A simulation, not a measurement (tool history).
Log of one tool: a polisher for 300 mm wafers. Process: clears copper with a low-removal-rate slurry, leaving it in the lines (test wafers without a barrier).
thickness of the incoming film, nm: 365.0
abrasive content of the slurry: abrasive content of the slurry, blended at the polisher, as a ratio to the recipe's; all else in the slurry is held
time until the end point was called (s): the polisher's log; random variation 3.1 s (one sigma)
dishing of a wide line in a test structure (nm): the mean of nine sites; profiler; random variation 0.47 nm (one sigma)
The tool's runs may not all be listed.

| run | day | flow of slurry (ml/min) | pressure of the wafer on the pad (kPa) | speed of the pad under the wafer (m/s) | abrasive content of the slurry | overpolish time after the end point (s) | time until the end point was called (s) | dishing of a wide line in a test structure (nm) |
|---|---|---|---|---|---|---|---|---|
| 1 | 0.000 | 200 | 24.8 | 1.00 | 1.0 | 20 | 105.080 | 40.330 |
| 2 | 0.033 | 200 | 28.3 | 1.00 | 1.0 | 20 | 95.194 | 44.530 |
| 3 | 0.062 | 200 | 24.8 | 1.00 | 1.0 | 20 | 106.570 | 40.550 |
| 4 | 0.383 | 200 | 21.4 | 0.98 | 1.0 | 21 | 125.500 | 36.745 |
| 5 | 0.425 | 200 | 19.3 | 0.98 | 1.0 | 22 | 140.040 | 35.751 |
| 6 | 0.588 | 200 | 19.3 | 0.98 | 1.2 | 22 | 131.110 | 36.377 |
| 7 | 0.912 | 200 | 17.2 | 0.98 | 1.2 | 23 | 146.430 | 33.495 |
| 8 | 1.025 | 195 | 15.9 | 0.98 | 1.2 | 24 | 160.190 | 32.175 |
| 9 | 1.221 | 175 | 12.4 | 0.96 | 1.2 | 27 | 209.190 | 28.458 |
| 10 | 1.346 | 180 | 12.4 | 0.96 | 1.2 | 27 | 212.020 | 28.363 |
| 11 | 1.708 | 180 | 15.2 | 0.96 | 1.2 | 27 | 174.110 | 33.332 |

The next listed run, before its measurement:
| 12 | 1.925 | 170 | 15.2 | 0.96 | 1.2 | 27 | ? | ? |

Run 12 gave time until the end point was called (s) 173.300, dishing of a wide line in a test structure (nm) 33.633.
